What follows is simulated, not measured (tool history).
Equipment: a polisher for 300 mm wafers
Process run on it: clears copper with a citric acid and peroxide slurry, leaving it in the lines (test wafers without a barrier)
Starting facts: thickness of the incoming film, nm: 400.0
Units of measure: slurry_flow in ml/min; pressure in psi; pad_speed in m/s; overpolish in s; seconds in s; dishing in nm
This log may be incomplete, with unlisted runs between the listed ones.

run 1 hour=0 | slurry_flow=290 pressure=3.5 pad_speed=1.38 slurry_solids=1 overpolish=25 | seconds=94.795 dishing=48.704
run 2 hour=7 | slurry_flow=290 pressure=3.5 pad_speed=1.38 slurry_solids=0.8 overpolish=25 | seconds=100.07 dishing=46.702
run 3 hour=14.4 | slurry_flow=290 pressure=3.5 pad_speed=1.38 slurry_solids=0.7 overpolish=25 | seconds=100.85 dishing=46.26
run 4 hour=22.6 | slurry_flow=290 pressure=3.5 pad_speed=1.72 slurry_solids=0.7 overpolish=25 | seconds=80.961 dishing=51.916
run 5 hour=27.2 | slurry_flow=290 pressure=3.3 pad_speed=1.74 slurry_solids=0.7 overpolish=21 | seconds=81.324 dishing=46.784
run 6 hour=34.8 | slurry_flow=335 pressure=3.3 pad_speed=1.74 slurry_solids=0.7 overpolish=21 | seconds=81.57 dishing=46.754

Estimate the outcome of run 7 from the log above:
run 7 hour=43.2 | slurry_flow=335 pressure=3.1 pad_speed=1.74 slurry_solids=0.7 overpolish=18 | seconds=? dishing=?

Run 7 gave seconds 87.778 s, dishing 40.779 nm.
